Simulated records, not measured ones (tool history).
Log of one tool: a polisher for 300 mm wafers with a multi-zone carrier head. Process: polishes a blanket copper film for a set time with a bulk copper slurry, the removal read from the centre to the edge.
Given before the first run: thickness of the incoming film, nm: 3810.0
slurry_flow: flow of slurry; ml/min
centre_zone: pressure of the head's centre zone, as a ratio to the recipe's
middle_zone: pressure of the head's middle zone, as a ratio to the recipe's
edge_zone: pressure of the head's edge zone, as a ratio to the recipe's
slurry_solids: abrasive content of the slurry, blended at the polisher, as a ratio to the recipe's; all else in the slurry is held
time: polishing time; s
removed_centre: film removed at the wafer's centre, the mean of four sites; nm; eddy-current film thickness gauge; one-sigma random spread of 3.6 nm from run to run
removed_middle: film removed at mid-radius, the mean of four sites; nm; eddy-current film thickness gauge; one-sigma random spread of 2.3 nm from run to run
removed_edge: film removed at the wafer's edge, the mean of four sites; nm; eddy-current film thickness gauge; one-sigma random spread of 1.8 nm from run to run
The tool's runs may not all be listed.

run  hour  slurry_flow  centre_zone  middle_zone  edge_zone  slurry_solids  time  removed_centre  removed_middle  removed_edge
  1     0          180            1            1          1              1    38          344.32          356.61        344.54
  2   5.7          180            1            1          1              1    33          296.45          306.66        303.53
  3  12.2          180            1            1          1            0.9    33          290.74          298.22        293.45
  4  19.1          175         1.01            1       0.97            0.9    33          297.88          301.35        290.91
  5  20.5          175         1.08            1       0.97            0.9    33          310.23           298.2        291.55
  6  27.8          175         1.08            1       0.97            0.9    26          244.56          238.62        230.18
     32.9  -- worn pad replaced by a new one
  7  32.9          195         1.11         1.02          1           1.05    26          292.83          283.53         269.8

Forecast run 8:
  8    37          200         1.11         1.02          1           1.05    26               ?               ?             ?

{"run 8": {"removed_centre": 296.5, "removed_middle": 285.55, "removed_edge": 271.32}}
